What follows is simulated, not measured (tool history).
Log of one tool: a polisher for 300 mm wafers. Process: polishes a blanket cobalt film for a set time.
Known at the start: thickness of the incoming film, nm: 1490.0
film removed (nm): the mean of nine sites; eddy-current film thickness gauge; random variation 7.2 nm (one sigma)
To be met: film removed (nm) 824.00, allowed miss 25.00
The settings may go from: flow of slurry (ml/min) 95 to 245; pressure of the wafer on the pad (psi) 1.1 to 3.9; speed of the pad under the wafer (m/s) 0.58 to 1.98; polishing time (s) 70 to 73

run  hour  flow of slurry (ml/min)  pressure of the wafer on the pad (psi)  speed of the pad under the wafer (m/s)  polishing time (s)  film removed (nm)
  1   0.0                      155                                     2.5                                    1.28                  70             469.04
  2   2.8                      160                                     2.7                                    1.28                  70             502.91
  3   5.6                      160                                     2.7                                    1.28                  73             521.28
  4  11.6                      160                                     2.7                                    1.28                  73             520.84
  5  12.1                      160                                     2.7                                    1.58                  73             643.40
  6  18.1                      160                                     2.3                                    1.58                  73             559.16
  7  20.5                      195                                     3.0                                    1.60                  73             740.65
  8  22.4                      195                                     3.0                                    1.60                  73             738.81
  9  28.7                      195                                     3.2                                    1.60                  73             788.87

Which of these 5 next moves meets every target?
  A  35.0                      235                                     3.3                                    1.66                  70                  ?
  B  35.0                      215                                     2.9                                    1.72                  71                  ?
  C  35.0                      180                                     2.9                                    1.74                  73                  ?
  D  35.0                      195                                     3.3                                    1.50                  72                  ?
  E  35.0                      185                                     3.0                                    1.72                  72                  ?

move  film removed (nm)
   A             826.61
   B             757.53
   C             770.27
   D             753.42
   E             779.26
A: meets every target
B: further off than the last run
C: further off than the last run
D: further off than the last run
E: further off than the last run
The right move is A.
